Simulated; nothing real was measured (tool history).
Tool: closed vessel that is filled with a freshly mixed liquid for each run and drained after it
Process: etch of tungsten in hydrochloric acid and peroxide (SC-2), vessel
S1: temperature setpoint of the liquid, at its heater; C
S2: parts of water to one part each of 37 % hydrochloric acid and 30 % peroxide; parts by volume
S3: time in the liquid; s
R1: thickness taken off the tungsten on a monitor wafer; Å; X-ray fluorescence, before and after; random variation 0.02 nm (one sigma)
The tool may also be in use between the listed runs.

run 1 hour=0 | S1=54 S2=11 S3=30 | R1=87.133
run 2 hour=8.3 | S1=60 S2=11 S3=30 | R1=127.04
run 3 hour=17.4 | S1=60 S2=11 S3=30 | R1=127.8
run 4 hour=22.9 | S1=55.5 S2=11 S3=30 | R1=95.268
run 5 hour=30.5 | S1=55.5 S2=12.5 S3=30 | R1=85.027
run 6 hour=36.6 | S1=55.5 S2=9 S3=30 | R1=112.94
run 7 hour=43.4 | S1=51.5 S2=9 S3=30 | R1=87.11
run 8 hour=45.7 | S1=48.5 S2=9 S3=30 | R1=70.808

The next listed run, before its measurement:
run 9 hour=50.8 | S1=47 S2=9 S3=30 | R1=?

Run 9 gave R1 64.107 Å.
